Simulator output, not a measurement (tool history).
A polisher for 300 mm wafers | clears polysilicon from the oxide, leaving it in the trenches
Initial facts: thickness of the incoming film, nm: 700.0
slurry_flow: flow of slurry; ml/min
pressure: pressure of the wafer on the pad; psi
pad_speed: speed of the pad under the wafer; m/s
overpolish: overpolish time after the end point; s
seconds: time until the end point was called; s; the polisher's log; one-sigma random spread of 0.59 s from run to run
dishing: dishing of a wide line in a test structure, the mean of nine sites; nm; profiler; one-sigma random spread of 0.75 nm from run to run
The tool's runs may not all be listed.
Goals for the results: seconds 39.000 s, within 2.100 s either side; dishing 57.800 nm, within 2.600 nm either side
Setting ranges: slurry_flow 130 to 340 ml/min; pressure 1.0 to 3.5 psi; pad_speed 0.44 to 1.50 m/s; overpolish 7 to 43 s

run,hour,slurry_flow,pressure,pad_speed,overpolish,seconds,dishing
1,0.0,220,2.2,0.96,22,52.557,58.305
2,2.0,190,2.2,0.96,22,52.704,58.342
3,5.5,190,2.2,0.74,22,67.668,57.205
4,11.1,190,2.2,0.74,14,66.812,52.636
5,14.1,190,2.2,0.62,14,78.852,51.443
6,21.7,190,2.2,0.48,14,100.320,46.956
7,24.0,190,2.3,0.52,15,88.966,50.013
8,26.4,190,2.4,0.54,15,80.484,51.203
9,33.0,190,2.5,0.56,14,77.412,51.659
10,37.0,195,2.6,0.58,13,73.518,51.402
11,38.1,195,2.7,0.60,13,65.996,52.952
12,45.7,195,2.7,0.60,13,68.809,51.824
13,48.5,195,2.8,0.62,13,63.723,53.472
14,55.2,195,2.9,0.64,12,57.416,51.458
15,60.7,195,3.0,0.66,13,55.459,53.684
16,68.0,195,3.1,0.68,13,50.460,55.443
17,73.7,195,3.3,0.72,12,45.721,55.883
18,78.4,195,3.4,0.76,12,42.909,54.309
19,85.2,195,3.4,0.76,13,43.046,56.701

Below are 4 possible settings for the next run. Only one of them brings all results inside the allowed miss of their targets. Which is it?
A,92.0,210,3.5,0.78,7,?,?
B,92.0,200,3.4,0.74,19,?,?
C,92.0,290,3.3,0.72,7,?,?
D,92.0,185,2.9,1.00,20,?,?

move,seconds,dishing
A,39.225,50.607
B,42.747,57.373
C,43.236,49.087
D,37.781,57.569
A: the worst result of the last run now meets its target, but another is out of spec
B: better than the last run, though not everything is in spec
C: lands further from the targets than the last run did
D: all results land within tolerance of their targets
D is the move that brings every result within its allowed miss.

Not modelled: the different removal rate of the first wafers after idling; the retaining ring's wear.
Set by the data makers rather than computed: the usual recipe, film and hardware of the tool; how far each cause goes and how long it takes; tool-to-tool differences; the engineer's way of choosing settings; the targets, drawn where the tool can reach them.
